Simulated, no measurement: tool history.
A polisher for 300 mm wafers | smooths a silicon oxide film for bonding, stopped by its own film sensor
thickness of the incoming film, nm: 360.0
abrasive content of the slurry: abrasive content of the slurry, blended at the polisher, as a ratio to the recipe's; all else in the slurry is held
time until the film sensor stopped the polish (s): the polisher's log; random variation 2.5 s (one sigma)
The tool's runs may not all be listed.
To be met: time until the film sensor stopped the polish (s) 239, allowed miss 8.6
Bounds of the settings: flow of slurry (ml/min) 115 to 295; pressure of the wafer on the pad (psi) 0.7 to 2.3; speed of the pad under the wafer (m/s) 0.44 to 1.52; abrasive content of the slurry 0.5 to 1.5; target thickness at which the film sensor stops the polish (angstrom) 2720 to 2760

run	day	flow of slurry (ml/min)	pressure of the wafer on the pad (psi)	speed of the pad under the wafer (m/s)	abrasive content of the slurry	target thickness at which the film sensor stops the polish (angstrom)	time until the film sensor stopped the polish (s)
1	0	190	1.5	0.98	1	2760	148.67
2	0.229	190	1.7	0.98	1	2760	133.78
3	0.458	190	1.7	0.98	0.95	2760	140.43
4	0.496	190	1.5	0.98	0.95	2760	151.6
5	0.725	190	1.4	0.96	0.95	2760	165.89
6	0.754	190	1.3	0.96	0.95	2760	169.06
7	0.829	190	1.2	0.94	0.95	2760	180.94
8	0.904	190	1.1	0.94	0.95	2760	195.34

5 next moves are on the table. One of them brings every result within its allowed miss. Which?
A	0.979	220	1.3	1.02	1	2760	?
B	0.979	160	1.4	0.9	1.05	2740	?
C	0.979	185	1	1.22	0.95	2760	?
D	0.979	165	1	1.18	1.05	2730	?
E	0.979	215	0.9	0.74	1	2760	?

move	time until the film sensor stopped the polish (s)
A	156.33
B	167.74
C	171.58
D	175.4
E	237.2
A: further off than the last run
B: further off than the last run
C: further off than the last run
D: further off than the last run
E: meets every target
The right move is E.
